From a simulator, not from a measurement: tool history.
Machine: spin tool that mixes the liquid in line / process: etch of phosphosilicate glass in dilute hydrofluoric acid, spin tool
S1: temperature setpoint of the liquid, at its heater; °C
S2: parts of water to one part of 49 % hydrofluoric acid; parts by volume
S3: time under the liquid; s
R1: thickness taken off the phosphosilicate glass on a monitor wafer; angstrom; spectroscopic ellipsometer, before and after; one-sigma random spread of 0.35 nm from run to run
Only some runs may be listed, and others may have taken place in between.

run 1 hour=0.0 | S1=26.0 S2=120 S3=15 | R1=145.32
run 2 hour=3.0 | S1=23.5 S2=120 S3=15 | R1=130.92
run 3 hour=7.5 | S1=26.0 S2=100 S3=15 | R1=177.53
run 4 hour=9.5 | S1=26.0 S2=75 S3=15 | R1=247.70
run 5 hour=11.1 | S1=26.0 S2=75 S3=15 | R1=245.86
run 6 hour=16.9 | S1=26.0 S2=75 S3=15 | R1=246.05

For run 7, what comes out?
run 7 hour=22.2 | S1=30.0 S2=25 S3=15 | R1=?

For run 7 the tool returned R1 928.53 angstrom.
